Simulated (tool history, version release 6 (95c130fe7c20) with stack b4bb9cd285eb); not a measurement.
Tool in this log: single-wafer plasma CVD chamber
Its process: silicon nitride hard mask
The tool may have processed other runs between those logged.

run    day  heater temperature setpoint (deg C)  chamber pressure (Pa)  RF power (kW)  deposition time (s)  mean film thickness on the monitor wafer (nm)
  1  0.000                                  400                    279          0.305                 37.3                                         50.064
  2  0.071                                  400                    279          0.330                 37.3                                         51.781
  3  0.346                                  400                    271          0.320                 37.1                                         50.505
  4  0.588                                  400                    271          0.345                 37.1                                         52.141
  5  0.688                                  400                    308          0.345                 37.1                                         54.557
  6  0.838                                  400                    308          0.345                 35.5                                         52.068
  7  0.962                                  400                    297          0.335                 35.5                                         50.996
  8  1.296                                  400                    287          0.325                 35.5                                         49.957
  9  1.404                                  401                    231          0.275                 35.5                                         42.347

Forecast run 10:
 10  1.546                                  401                    228          0.275                 35.5                                              ?

{"run 10": {"mean film thickness on the monitor wafer (nm)": 42.082}}
